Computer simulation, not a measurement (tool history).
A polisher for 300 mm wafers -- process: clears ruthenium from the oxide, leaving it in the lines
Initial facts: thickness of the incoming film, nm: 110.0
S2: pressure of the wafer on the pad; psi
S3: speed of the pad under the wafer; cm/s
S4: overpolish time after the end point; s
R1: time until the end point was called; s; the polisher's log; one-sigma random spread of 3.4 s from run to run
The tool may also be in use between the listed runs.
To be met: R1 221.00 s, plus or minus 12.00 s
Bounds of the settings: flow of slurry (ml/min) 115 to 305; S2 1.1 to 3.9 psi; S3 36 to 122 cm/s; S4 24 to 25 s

run 1 hour=0.0 | flow_of_slurry_(ml/min)=195 S2=2.5 S3=78 S4=24 | R1=108.38
run 2 hour=7.0 | flow_of_slurry_(ml/min)=195 S2=2.1 S3=74 S4=24 | R1=125.37
run 3 hour=10.0 | flow_of_slurry_(ml/min)=195 S2=1.6 S3=74 S4=24 | R1=152.15
run 4 hour=16.5 | flow_of_slurry_(ml/min)=195 S2=1.6 S3=74 S4=24 | R1=148.88
run 5 hour=22.8 | flow_of_slurry_(ml/min)=195 S2=1.6 S3=74 S4=24 | R1=151.89
run 6 hour=31.0 | flow_of_slurry_(ml/min)=195 S2=1.5 S3=70 S4=24 | R1=167.91
run 7 hour=37.1 | flow_of_slurry_(ml/min)=195 S2=1.4 S3=68 S4=24 | R1=173.91
run 8 hour=45.7 | flow_of_slurry_(ml/min)=195 S2=1.3 S3=64 S4=24 | R1=190.54

Pick the move, out of 4, that brings all results within their allowed miss; only one does.
run A hour=54.3 | flow_of_slurry_(ml/min)=220 S2=1.5 S3=78 S4=25 | R1=?
run B hour=54.3 | flow_of_slurry_(ml/min)=160 S2=2.1 S3=62 S4=24 | R1=?
run C hour=54.3 | flow_of_slurry_(ml/min)=230 S2=1.2 S3=58 S4=25 | R1=?
run D hour=54.3 | flow_of_slurry_(ml/min)=160 S2=1.5 S3=74 S4=24 | R1=?

move=A R1=146.53
move=B R1=150.64
move=C R1=217.67
move=D R1=158.09
A: further off than the last run
B: further off than the last run
C: each result inside its tolerance
D: further off than the last run
The right move is C.
